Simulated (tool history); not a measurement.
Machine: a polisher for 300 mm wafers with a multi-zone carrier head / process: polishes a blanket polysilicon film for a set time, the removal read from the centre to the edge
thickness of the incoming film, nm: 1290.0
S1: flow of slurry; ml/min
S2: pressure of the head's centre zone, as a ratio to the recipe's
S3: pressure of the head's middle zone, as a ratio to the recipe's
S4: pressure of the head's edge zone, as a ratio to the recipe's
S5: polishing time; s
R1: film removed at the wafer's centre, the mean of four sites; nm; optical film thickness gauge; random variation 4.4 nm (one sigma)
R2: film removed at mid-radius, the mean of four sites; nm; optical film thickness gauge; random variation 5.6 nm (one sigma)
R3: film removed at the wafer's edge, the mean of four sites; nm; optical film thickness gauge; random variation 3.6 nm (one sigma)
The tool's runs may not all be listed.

| run | hour | S1 | S2 | S3 | S4 | S5 | R1 | R2 | R3 |
|---|---|---|---|---|---|---|---|---|---|
| 1 | 0.0 | 290 | 1.00 | 1.00 | 1.00 | 68 | 378.87 | 373.29 | 386.64 |
| 2 | 6.6 | 290 | 1.00 | 1.03 | 1.00 | 68 | 373.87 | 381.91 | 382.63 |
| 3 | 7.4 | 290 | 1.03 | 1.03 | 1.00 | 68 | 386.33 | 379.53 | 389.58 |
| 4 | 8.2 | 220 | 1.03 | 1.03 | 1.00 | 68 | 377.44 | 372.88 | 375.54 |
| 5 | 10.3 | 220 | 1.03 | 1.03 | 1.05 | 68 | 373.33 | 364.58 | 387.03 |
| 6 | 19.3 | 240 | 1.06 | 1.06 | 1.07 | 69 | 387.38 | 381.48 | 400.33 |
| 7 | 25.2 | 255 | 1.09 | 1.07 | 1.08 | 70 | 407.51 | 402.76 | 408.60 |

Expected results for the next run?
| 8 | 28.1 | 270 | 1.11 | 1.07 | 1.10 | 71 | ? | ? | ? |

R1: 416.83 nm
R2: 408.24 nm
R3: 416.38 nm
